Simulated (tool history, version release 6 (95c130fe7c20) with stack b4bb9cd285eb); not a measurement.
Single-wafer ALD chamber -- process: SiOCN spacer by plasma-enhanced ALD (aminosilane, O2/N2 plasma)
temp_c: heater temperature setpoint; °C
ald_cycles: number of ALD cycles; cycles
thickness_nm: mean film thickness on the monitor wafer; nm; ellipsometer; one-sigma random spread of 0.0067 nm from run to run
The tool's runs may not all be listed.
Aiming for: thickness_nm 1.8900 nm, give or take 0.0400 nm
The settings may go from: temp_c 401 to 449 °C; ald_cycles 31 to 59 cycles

{"run": 1, "hour": 0.0, "temp_c": 425, "ald_cycles": 45, "thickness_nm": 2.4329}
{"run": 2, "hour": 5.7, "temp_c": 425, "ald_cycles": 48, "thickness_nm": 2.5892}
{"run": 3, "hour": 13.6, "temp_c": 425, "ald_cycles": 51, "thickness_nm": 2.7598}
{"run": 4, "hour": 15.9, "temp_c": 429, "ald_cycles": 47, "thickness_nm": 2.4988}
{"run": 5, "hour": 17.8, "temp_c": 429, "ald_cycles": 43, "thickness_nm": 2.2961}
{"run": 6, "hour": 18.8, "temp_c": 436, "ald_cycles": 43, "thickness_nm": 2.2497}
{"run": 7, "hour": 25.4, "temp_c": 438, "ald_cycles": 41, "thickness_nm": 2.1275}
{"run": 8, "hour": 32.1, "temp_c": 440, "ald_cycles": 40, "thickness_nm": 2.0519}

Exactly one of the 4 candidate moves below puts every result within its allowed miss. Which one?
{"run": "A", "hour": 38.8, "temp_c": 435, "ald_cycles": 36, "thickness_nm": "?"}
{"run": "B", "hour": 38.8, "temp_c": 432, "ald_cycles": 38, "thickness_nm": "?"}
{"run": "C", "hour": 38.8, "temp_c": 443, "ald_cycles": 39, "thickness_nm": "?"}
{"run": "D", "hour": 38.8, "temp_c": 445, "ald_cycles": 39, "thickness_nm": "?"}

move=A thickness_nm=1.8918
move=B thickness_nm=2.0145
move=C thickness_nm=2.0013
move=D thickness_nm=1.9892
A: each result inside its tolerance
B: gains on the last run, yet a result remains outside its allowed miss
C: gains on the last run, yet a result remains outside its allowed miss
D: gains on the last run, yet a result remains outside its allowed miss
Answer: A
